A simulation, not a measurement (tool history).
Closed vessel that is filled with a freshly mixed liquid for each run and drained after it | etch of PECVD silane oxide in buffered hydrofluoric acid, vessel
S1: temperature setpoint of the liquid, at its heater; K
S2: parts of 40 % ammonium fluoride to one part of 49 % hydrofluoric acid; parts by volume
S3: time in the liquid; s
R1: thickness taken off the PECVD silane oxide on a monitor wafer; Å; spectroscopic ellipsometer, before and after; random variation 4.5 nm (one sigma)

run	hour	S1	S2	S3	R1
1	0.0	293.15	13.0	85	2572.9
2	3.9	295.15	11.5	85	3261.4
3	4.9	291.65	11.5	85	2690.3
4	6.5	293.65	10.5	85	3264.1
5	8.3	293.65	10.5	95	3667.3
6	15.8	295.15	10.0	95	4163.1
7	19.5	296.65	9.5	95	4650.4

The next listed run, before its measurement:
8	22.2	297.65	9.0	95	?

Run 8 gave R1 5132.9 Å.

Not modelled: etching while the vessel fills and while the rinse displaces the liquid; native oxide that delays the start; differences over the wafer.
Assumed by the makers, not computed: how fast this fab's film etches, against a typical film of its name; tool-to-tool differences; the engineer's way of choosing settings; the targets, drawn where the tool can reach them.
